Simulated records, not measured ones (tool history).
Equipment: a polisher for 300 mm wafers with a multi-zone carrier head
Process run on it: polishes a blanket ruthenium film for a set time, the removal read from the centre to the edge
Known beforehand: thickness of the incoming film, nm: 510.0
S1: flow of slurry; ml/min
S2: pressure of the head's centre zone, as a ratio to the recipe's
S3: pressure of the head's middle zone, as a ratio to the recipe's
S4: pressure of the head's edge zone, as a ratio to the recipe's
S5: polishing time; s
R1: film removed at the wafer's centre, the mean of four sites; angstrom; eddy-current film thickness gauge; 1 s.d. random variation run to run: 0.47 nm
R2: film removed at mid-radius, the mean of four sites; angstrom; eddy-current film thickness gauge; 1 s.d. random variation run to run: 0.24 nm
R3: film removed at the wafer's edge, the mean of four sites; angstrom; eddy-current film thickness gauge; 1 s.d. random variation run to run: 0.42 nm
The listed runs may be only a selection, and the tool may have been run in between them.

run 1 day=0 | S1=225 S2=1 S3=1 S4=1 S5=77 | R1=603.98 R2=582.03 R3=590.49
run 2 day=0.35 | S1=225 S2=0.96 S3=1 S4=1 S5=77 | R1=572.07 R2=579.6 R3=575.19
run 3 day=0.642 | S1=275 S2=0.96 S3=1 S4=1 S5=77 | R1=584.75 R2=596.89 R3=588.58
run 4 day=0.838 | S1=275 S2=0.96 S3=0.95 S4=1 S5=77 | R1=586.86 R2=568.55 R3=597.6
run 5 day=0.933 | S1=270 S2=0.95 S3=0.93 S4=0.98 S5=73 | R1=541.81 R2=525.96 R3=556.91
run 6 day=1.012 | S1=260 S2=0.95 S3=0.91 S4=0.96 S5=70 | R1=525.06 R2=499.43 R3=524.58
run 7 day=1.254 | S1=255 S2=0.94 S3=0.9 S4=0.96 S5=67 | R1=494.39 R2=471.6 R3=508.14
run 8 day=1.575 | S1=250 S2=0.94 S3=0.89 S4=0.95 S5=64 | R1=474.3 R2=447.73 R3=489.7
run 9 day=1.783 | S1=245 S2=0.94 S3=0.88 S4=0.94 S5=62 | R1=454.65 R2=427.31 R3=448.22
run 10 day=1.904 | S1=245 S2=0.94 S3=0.88 S4=0.94 S5=62 | R1=458.62 R2=432.73 R3=453.68
run 11 day=2.117 | S1=240 S2=0.94 S3=0.87 S4=0.95 S5=60 | R1=440.73 R2=409.92 R3=450.6
run 12 day=2.254 | S1=230 S2=0.94 S3=0.86 S4=0.94 S5=59 | R1=423.05 R2=404.32 R3=440.12

Run 13 comes next. What will it give?
run 13 day=2.396 | S1=230 S2=0.94 S3=0.85 S4=0.94 S5=57 | R1=? R2=? R3=?

Run 13 measured R1 416.29 angstrom, R2 386.76 angstrom, R3 415.61 angstrom.
